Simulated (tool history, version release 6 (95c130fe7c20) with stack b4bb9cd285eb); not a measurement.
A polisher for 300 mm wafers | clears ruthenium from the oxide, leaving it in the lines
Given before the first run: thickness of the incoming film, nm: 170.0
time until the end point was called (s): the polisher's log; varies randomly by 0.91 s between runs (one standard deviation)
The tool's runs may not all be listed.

| run | hour | flow of slurry (ml/min) | pressure of the wafer on the pad (psi) | speed of the pad under the wafer (cm/s) | overpolish time after the end point (s) | time until the end point was called (s) |
|---|---|---|---|---|---|---|
| 1 | 0 | 175 | 2.6 | 122 | 21 | 81.909 |
| 2 | 5.1 | 170 | 2.5 | 122 | 21 | 86.14 |
| 3 | 12 | 170 | 2.5 | 122 | 21 | 85.918 |
| 4 | 21 | 170 | 2.2 | 122 | 21 | 97.537 |
| 5 | 28.1 | 170 | 2.2 | 92 | 21 | 127.56 |
| 6 | 36.9 | 170 | 2.2 | 92 | 22 | 127.63 |
| 7 | 41.6 | 175 | 2.3 | 92 | 22 | 121.94 |
| 8 | 45.3 | 180 | 2.4 | 92 | 22 | 117.26 |

What does the tool deliver on the next run?
| 9 | 46.4 | 180 | 2.5 | 92 | 22 | ? |

Logged for run 9: time until the end point was called (s) 109.92.

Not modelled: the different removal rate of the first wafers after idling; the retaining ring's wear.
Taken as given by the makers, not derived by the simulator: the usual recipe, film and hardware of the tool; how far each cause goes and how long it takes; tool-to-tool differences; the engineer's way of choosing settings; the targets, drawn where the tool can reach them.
